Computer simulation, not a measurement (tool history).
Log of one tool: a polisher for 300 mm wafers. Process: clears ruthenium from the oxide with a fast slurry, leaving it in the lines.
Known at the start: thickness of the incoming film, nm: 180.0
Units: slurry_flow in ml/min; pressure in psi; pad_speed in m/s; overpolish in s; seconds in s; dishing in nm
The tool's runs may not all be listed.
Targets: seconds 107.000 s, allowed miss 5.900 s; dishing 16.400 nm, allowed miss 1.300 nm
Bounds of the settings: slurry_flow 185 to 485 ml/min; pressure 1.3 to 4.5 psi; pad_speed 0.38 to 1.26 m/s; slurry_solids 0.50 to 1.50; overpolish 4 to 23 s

run,hour,slurry_flow,pressure,pad_speed,slurry_solids,overpolish,seconds,dishing
1,0.0,310,2.9,0.82,1.00,12,46.415,30.247
2,8.0,310,2.9,0.82,0.85,12,50.121,28.592
3,16.8,310,2.9,0.82,0.70,12,57.793,25.890
4,23.6,370,2.9,0.82,0.70,12,56.130,25.919
5,27.1,370,2.9,0.82,0.70,9,56.624,20.994
6,28.3,370,2.9,0.90,0.70,9,51.627,21.437
7,31.4,370,2.6,0.86,0.70,10,59.539,21.150
8,32.9,370,2.3,0.82,0.70,10,70.687,18.695
9,40.7,370,2.1,0.80,0.70,11,78.049,18.340
10,48.1,370,2.1,0.80,0.70,11,82.360,18.514
11,51.1,370,2.0,0.80,0.70,11,84.647,17.367
12,59.7,370,1.9,0.80,0.70,11,89.416,16.195

5 next moves are on the table. One of them brings every result within its allowed miss. Which?
A,68.3,395,1.9,0.86,0.80,8,?,?
B,68.3,350,2.1,0.54,0.80,13,?,?
C,68.3,310,1.6,0.80,0.60,15,?,?
D,68.3,350,2.3,0.86,0.70,8,?,?
E,68.3,480,2.3,0.66,0.85,10,?,?

move,seconds,dishing
A,74.086,14.305
B,106.290,15.984
C,117.610,16.586
D,68.164,15.410
E,75.802,17.085
A: further off than the last run
B: meets every target
C: takes the result that was furthest off past its target
D: further off than the last run
E: further off than the last run
The right move is B.
